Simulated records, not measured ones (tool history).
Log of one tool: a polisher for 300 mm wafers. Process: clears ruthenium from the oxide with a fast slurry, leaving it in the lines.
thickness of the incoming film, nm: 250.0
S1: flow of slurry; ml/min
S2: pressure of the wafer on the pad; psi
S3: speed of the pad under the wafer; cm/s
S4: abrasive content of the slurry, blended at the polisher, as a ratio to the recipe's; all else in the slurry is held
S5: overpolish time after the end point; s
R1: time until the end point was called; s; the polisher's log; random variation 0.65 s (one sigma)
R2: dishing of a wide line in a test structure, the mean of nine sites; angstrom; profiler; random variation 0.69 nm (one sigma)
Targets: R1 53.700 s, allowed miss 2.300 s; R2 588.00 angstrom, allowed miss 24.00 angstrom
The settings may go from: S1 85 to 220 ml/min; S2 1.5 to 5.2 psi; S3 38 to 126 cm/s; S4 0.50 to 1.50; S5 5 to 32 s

run 1 day=0.000 | S1=140 S2=3.3 S3=82 S4=1.00 S5=16 | R1=50.627 R2=467.93
run 2 day=0.358 | S1=135 S2=3.3 S3=82 S4=1.00 S5=18 | R1=50.460 R2=486.69
run 3 day=0.554 | S1=140 S2=3.2 S3=82 S4=1.00 S5=20 | R1=52.719 R2=519.53
run 4 day=0.858 | S1=140 S2=3.2 S3=82 S4=1.10 S5=20 | R1=48.989 R2=543.80
run 5 day=0.946 | S1=135 S2=3.1 S3=82 S4=1.10 S5=21 | R1=50.481 R2=536.37
run 6 day=1.071 | S1=140 S2=3.1 S3=82 S4=1.10 S5=22 | R1=50.628 R2=560.77
run 7 day=1.179 | S1=140 S2=3.1 S3=82 S4=1.10 S5=23 | R1=51.036 R2=564.31
run 8 day=1.496 | S1=140 S2=3.1 S3=82 S4=1.10 S5=24 | R1=50.580 R2=576.97

Which of these 5 next moves meets every target?
run A day=1.812 | S1=120 S2=3.9 S3=70 S4=1.15 S5=21 | R1=? R2=?
run B day=1.812 | S1=120 S2=3.1 S3=86 S4=1.20 S5=21 | R1=? R2=?
run C day=1.812 | S1=155 S2=3.0 S3=110 S4=0.70 S5=26 | R1=? R2=?
run D day=1.812 | S1=145 S2=3.5 S3=80 S4=1.10 S5=25 | R1=? R2=?
run E day=1.812 | S1=135 S2=3.7 S3=74 S4=1.05 S5=22 | R1=? R2=?

move=A R1=46.651 R2=562.86
move=B R1=46.718 R2=562.43
move=C R1=53.164 R2=587.25
move=D R1=45.220 R2=622.30
move=E R1=48.003 R2=568.17
A: further off than the last run
B: further off than the last run
C: meets every target
D: further off than the last run
E: further off than the last run
Move C is the one to make.
